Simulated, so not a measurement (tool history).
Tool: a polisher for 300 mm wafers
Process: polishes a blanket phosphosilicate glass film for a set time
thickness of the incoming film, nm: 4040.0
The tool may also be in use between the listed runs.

run	hour	flow of slurry (ml/min)	pressure of the wafer on the pad (psi)	speed of the pad under the wafer (cm/s)	abrasive content of the slurry	polishing time (s)	film removed (Å)
1	0	320	3.4	126	1	56	4963.9
2	8.4	320	3.1	120	1	56	4388
3	15.9	320	2.8	114	1	56	3811.2
4	18	290	2.8	114	1	56	3766.4
# hour 24.3: slurry blender recalibrated
5	24.3	290	2.8	114	0.8	56	3719.5
6	31.1	290	2.6	110	0.8	56	3412.4

The next listed run, before its measurement:
7	38	290	2.4	108	0.8	56	?

{"run 7": {"film removed (Å)": 3156.1}}

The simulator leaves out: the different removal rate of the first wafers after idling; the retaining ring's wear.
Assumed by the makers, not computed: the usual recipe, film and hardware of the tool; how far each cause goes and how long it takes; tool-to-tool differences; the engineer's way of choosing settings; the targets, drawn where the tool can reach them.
